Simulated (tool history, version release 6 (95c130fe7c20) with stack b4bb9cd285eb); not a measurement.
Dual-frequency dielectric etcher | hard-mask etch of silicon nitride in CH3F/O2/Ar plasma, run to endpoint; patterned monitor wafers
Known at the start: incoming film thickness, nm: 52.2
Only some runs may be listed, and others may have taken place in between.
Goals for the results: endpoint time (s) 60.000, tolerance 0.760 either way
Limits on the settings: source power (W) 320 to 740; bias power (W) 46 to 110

Run 1, hour 0.0: source power (W) 530, bias power (W) 78. Result: endpoint time (s) 70.228.
Run 2, hour 7.7: source power (W) 530, bias power (W) 65. Result: endpoint time (s) 73.622.
Run 3, hour 10.6: source power (W) 590, bias power (W) 65. Result: endpoint time (s) 69.187.
Run 4, hour 14.9: source power (W) 610, bias power (W) 65. Result: endpoint time (s) 67.505.
Run 5, hour 20.1: source power (W) 610, bias power (W) 71. Result: endpoint time (s) 66.236.
Run 6, hour 23.2: source power (W) 610, bias power (W) 79. Result: endpoint time (s) 64.298.
Run 7, hour 25.5: source power (W) 620, bias power (W) 79. Result: endpoint time (s) 63.931.
Run 8, hour 28.9: source power (W) 630, bias power (W) 79. Result: endpoint time (s) 63.545.
Run 9, hour 34.6: source power (W) 720, bias power (W) 80. Result: endpoint time (s) 58.770.
Run 10, hour 36.4: source power (W) 710, bias power (W) 80. Result: endpoint time (s) 59.126.

5 candidate next runs follow, results not yet known. Just one meets every target within its allowed miss. Identify it.
Run A, hour 38.2: source power (W) 720, bias power (W) 83. Result: endpoint time (s) ?.
Run B, hour 38.2: source power (W) 700, bias power (W) 85. Result: endpoint time (s) ?.
Run C, hour 38.2: source power (W) 740, bias power (W) 76. Result: endpoint time (s) ?.
Run D, hour 38.2: source power (W) 720, bias power (W) 81. Result: endpoint time (s) ?.
Run E, hour 38.2: source power (W) 600, bias power (W) 102. Result: endpoint time (s) ?.

move  endpoint time (s)
   A             58.169
   B             58.649
   C             58.716
   D             58.556
   E             60.466
A: the biggest miss grows against the last run
B: the biggest miss grows against the last run
C: the biggest miss grows against the last run
D: the biggest miss grows against the last run
E: all results in spec
Correct choice: E, which meets every target

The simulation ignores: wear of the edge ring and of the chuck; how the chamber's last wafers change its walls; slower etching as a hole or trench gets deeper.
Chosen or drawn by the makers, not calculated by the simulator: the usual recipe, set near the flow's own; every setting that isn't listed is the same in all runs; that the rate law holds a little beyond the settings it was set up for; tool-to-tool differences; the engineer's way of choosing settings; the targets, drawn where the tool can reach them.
